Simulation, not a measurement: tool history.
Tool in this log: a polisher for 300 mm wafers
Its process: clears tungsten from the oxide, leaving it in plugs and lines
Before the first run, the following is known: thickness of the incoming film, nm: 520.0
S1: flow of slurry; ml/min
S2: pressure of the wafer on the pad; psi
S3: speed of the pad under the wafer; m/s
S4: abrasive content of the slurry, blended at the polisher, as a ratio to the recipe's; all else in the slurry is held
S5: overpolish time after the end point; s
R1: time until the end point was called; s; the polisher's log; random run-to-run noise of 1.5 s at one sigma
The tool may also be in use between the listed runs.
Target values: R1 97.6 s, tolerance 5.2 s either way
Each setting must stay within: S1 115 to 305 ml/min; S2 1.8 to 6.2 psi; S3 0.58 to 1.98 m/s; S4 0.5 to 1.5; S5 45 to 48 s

run	day	S1	S2	S3	S4	S5	R1
1	0	195	4	1.28	1	45	70.338
2	0.196	195	4	1.4	1	45	64.512
3	0.517	195	3.6	1.38	1	45	71.863
4	0.742	195	4	1.38	1	45	65.297
5	1.021	195	3.6	1.36	1	45	72.722
6	1.204	195	3.6	1.58	1	45	63.017
7	1.383	195	3.1	1.56	1	45	74.23
8	1.483	195	2.8	1.56	1	45	81.07
9	1.758	195	2.6	1.56	1	45	85.748
10	2.058	195	2.5	1.56	1	45	91.254

4 candidate next runs follow, results not yet known. Just one meets every target within its allowed miss. Identify it.
A	2.358	220	3.3	1.76	0.6	45	?
B	2.358	235	2.5	1.7	0.85	45	?
C	2.358	170	2.7	1.56	1.15	45	?
D	2.358	250	1.8	1.86	1.15	48	?

move	R1
A	72.896
B	85.232
C	81.493
D	95.375
A: further off than the last run
B: further off than the last run
C: further off than the last run
D: in spec on every target
Move D is the one to make.

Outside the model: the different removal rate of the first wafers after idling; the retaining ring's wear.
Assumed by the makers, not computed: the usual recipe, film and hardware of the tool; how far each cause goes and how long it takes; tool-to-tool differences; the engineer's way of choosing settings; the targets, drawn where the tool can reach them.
